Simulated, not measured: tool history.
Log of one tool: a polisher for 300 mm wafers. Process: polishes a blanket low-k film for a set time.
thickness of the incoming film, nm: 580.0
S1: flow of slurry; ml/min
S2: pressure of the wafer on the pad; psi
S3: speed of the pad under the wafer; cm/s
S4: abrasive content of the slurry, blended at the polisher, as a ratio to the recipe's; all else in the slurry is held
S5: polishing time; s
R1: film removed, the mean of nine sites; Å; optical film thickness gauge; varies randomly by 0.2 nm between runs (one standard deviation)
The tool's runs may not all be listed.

run,hour,S1,S2,S3,S4,S5,R1
1,0.0,305,1.9,126,1.0,46,257.05
2,1.5,305,1.8,126,1.0,46,247.25
3,2.7,305,1.7,126,1.0,46,235.32
4,7.1,305,1.6,126,1.0,46,218.83
5,7.8,305,1.9,126,1.0,46,263.52
6,11.5,305,1.9,126,1.1,46,276.87

Run 7 is up next; what results do you expect?
7,15.2,305,1.7,126,1.1,46,?

{"run 7": {"R1": 250.5}}
